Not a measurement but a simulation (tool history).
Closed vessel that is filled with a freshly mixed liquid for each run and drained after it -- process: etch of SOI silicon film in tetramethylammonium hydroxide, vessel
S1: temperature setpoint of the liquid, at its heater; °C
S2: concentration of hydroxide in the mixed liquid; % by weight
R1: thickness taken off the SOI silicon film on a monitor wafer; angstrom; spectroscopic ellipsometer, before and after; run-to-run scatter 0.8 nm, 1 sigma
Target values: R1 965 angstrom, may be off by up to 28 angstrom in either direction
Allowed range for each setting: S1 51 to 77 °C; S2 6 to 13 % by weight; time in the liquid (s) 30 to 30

run 1 day=0 | S1=64 S2=9 time_in_the_liquid_(s)=30 | R1=1659.8
run 2 day=0.254 | S1=64 S2=9 time_in_the_liquid_(s)=30 | R1=1704.4
run 3 day=0.367 | S1=59 S2=9 time_in_the_liquid_(s)=30 | R1=1239.7
run 4 day=0.408 | S1=59 S2=10 time_in_the_liquid_(s)=30 | R1=1163.3
run 5 day=0.592 | S1=58 S2=10 time_in_the_liquid_(s)=30 | R1=1100.7
run 6 day=0.8 | S1=57.5 S2=10 time_in_the_liquid_(s)=30 | R1=1075.4
run 7 day=0.888 | S1=57 S2=10 time_in_the_liquid_(s)=30 | R1=1047.4
run 8 day=1.054 | S1=56.5 S2=10 time_in_the_liquid_(s)=30 | R1=1005.6

Exactly one of the 4 candidate moves below puts every result within its allowed miss. Which one?
run A day=1.221 | S1=57 S2=10.5 time_in_the_liquid_(s)=30 | R1=?
run B day=1.221 | S1=57 S2=10 time_in_the_liquid_(s)=30 | R1=?
run C day=1.221 | S1=57.5 S2=13 time_in_the_liquid_(s)=30 | R1=?
run D day=1.221 | S1=56.5 S2=7.5 time_in_the_liquid_(s)=30 | R1=?

move=A R1=1022.5
move=B R1=1039
move=C R1=970.65
move=D R1=1112.3
A: its largest miss is bigger than the last run's
B: its largest miss is bigger than the last run's
C: each result inside its tolerance
D: its largest miss is bigger than the last run's
The right move is C.
